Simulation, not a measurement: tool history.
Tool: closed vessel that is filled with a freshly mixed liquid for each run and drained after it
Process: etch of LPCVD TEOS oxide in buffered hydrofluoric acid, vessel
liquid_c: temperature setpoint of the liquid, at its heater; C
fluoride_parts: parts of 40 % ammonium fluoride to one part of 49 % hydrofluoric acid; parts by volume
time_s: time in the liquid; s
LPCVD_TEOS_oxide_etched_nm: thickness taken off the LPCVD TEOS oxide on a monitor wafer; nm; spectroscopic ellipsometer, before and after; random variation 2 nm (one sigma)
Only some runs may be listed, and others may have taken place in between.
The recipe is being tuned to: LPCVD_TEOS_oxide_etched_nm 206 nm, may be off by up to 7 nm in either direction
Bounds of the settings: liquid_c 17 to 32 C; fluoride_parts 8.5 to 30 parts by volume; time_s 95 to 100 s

run 1 hour=0 | liquid_c=25 fluoride_parts=23 time_s=95 | LPCVD_TEOS_oxide_etched_nm=93.664
run 2 hour=2.8 | liquid_c=25 fluoride_parts=26 time_s=95 | LPCVD_TEOS_oxide_etched_nm=86.493
run 3 hour=7 | liquid_c=22 fluoride_parts=26 time_s=95 | LPCVD_TEOS_oxide_etched_nm=73.237
run 4 hour=7.9 | liquid_c=18.5 fluoride_parts=26 time_s=95 | LPCVD_TEOS_oxide_etched_nm=60.211
run 5 hour=15.1 | liquid_c=21 fluoride_parts=26 time_s=95 | LPCVD_TEOS_oxide_etched_nm=69.051
run 6 hour=18 | liquid_c=21 fluoride_parts=26 time_s=100 | LPCVD_TEOS_oxide_etched_nm=72.969
run 7 hour=18.6 | liquid_c=23 fluoride_parts=23.5 time_s=100 | LPCVD_TEOS_oxide_etched_nm=86.576
run 8 hour=22.5 | liquid_c=24.5 fluoride_parts=20.5 time_s=100 | LPCVD_TEOS_oxide_etched_nm=103.97
run 9 hour=27.8 | liquid_c=26 fluoride_parts=18.5 time_s=100 | LPCVD_TEOS_oxide_etched_nm=122.84
run 10 hour=32.8 | liquid_c=27 fluoride_parts=17.5 time_s=100 | LPCVD_TEOS_oxide_etched_nm=139.96
run 11 hour=39.9 | liquid_c=28 fluoride_parts=17 time_s=100 | LPCVD_TEOS_oxide_etched_nm=149.81
run 12 hour=44 | liquid_c=28.5 fluoride_parts=16.5 time_s=100 | LPCVD_TEOS_oxide_etched_nm=159.63
run 13 hour=46.5 | liquid_c=29 fluoride_parts=16.5 time_s=100 | LPCVD_TEOS_oxide_etched_nm=164.5
run 14 hour=50.1 | liquid_c=32 fluoride_parts=14 time_s=100 | LPCVD_TEOS_oxide_etched_nm=224.5
run 15 hour=58.7 | liquid_c=31.5 fluoride_parts=14 time_s=100 | LPCVD_TEOS_oxide_etched_nm=214.08

Below are 4 possible settings for the next run. Only one of them brings all results inside the allowed miss of their targets. Which is it?
run A hour=67.3 | liquid_c=29 fluoride_parts=11 time_s=95 | LPCVD_TEOS_oxide_etched_nm=?
run B hour=67.3 | liquid_c=32 fluoride_parts=14 time_s=100 | LPCVD_TEOS_oxide_etched_nm=?
run C hour=67.3 | liquid_c=31 fluoride_parts=12 time_s=95 | LPCVD_TEOS_oxide_etched_nm=?
run D hour=67.3 | liquid_c=29.5 fluoride_parts=12.5 time_s=95 | LPCVD_TEOS_oxide_etched_nm=?

move=A LPCVD_TEOS_oxide_etched_nm=233.77
move=B LPCVD_TEOS_oxide_etched_nm=227.53
move=C LPCVD_TEOS_oxide_etched_nm=238.53
move=D LPCVD_TEOS_oxide_etched_nm=211.89
A: further off than the last run
B: further off than the last run
C: further off than the last run
D: in spec on every target
D is the move that brings every result within its allowed miss.
